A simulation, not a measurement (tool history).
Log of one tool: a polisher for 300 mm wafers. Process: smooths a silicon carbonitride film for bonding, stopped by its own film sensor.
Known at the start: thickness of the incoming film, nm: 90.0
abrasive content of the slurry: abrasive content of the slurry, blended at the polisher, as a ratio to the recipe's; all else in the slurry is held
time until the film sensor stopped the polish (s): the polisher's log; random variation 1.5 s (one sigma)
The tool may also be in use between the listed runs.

run  hour  flow of slurry (ml/min)  pressure of the wafer on the pad (kPa)  speed of the pad under the wafer (m/s)  abrasive content of the slurry  target thickness at which the film sensor stops the polish (Å)  time until the film sensor stopped the polish (s)
  1     0                      150                                    17.2                                    1.04                               1                                                             750                                             55.146
  2   0.8                      150                                    16.5                                    1.04                               1                                                             750                                              57.09
  3   4.2                      150                                    15.9                                    1.04                               1                                                             750                                             58.354
  4   6.7                      150                                    15.9                                    1.26                               1                                                             750                                             50.041
  5  12.8                      150                                    14.5                                    1.24                               1                                                             750                                             57.167
  6  21.6                      150                                    14.5                                    1.24                            0.85                                                             750                                             60.002
  7  22.1                      150                                    13.8                                    1.24                            0.85                                                             750                                             61.984
  8    23                      150                                    13.1                                    1.24                            0.85                                                             750                                             66.687
  9  30.3                      150                                    12.4                                    1.24                            0.85                                                             750                                             70.959

Run 10 comes next. What will it give?
 10  38.9                      150                                    11.7                                    1.24                            0.85                                                             750                                                  ?

{"run 10": {"time until the film sensor stopped the polish (s)": 73.955}}
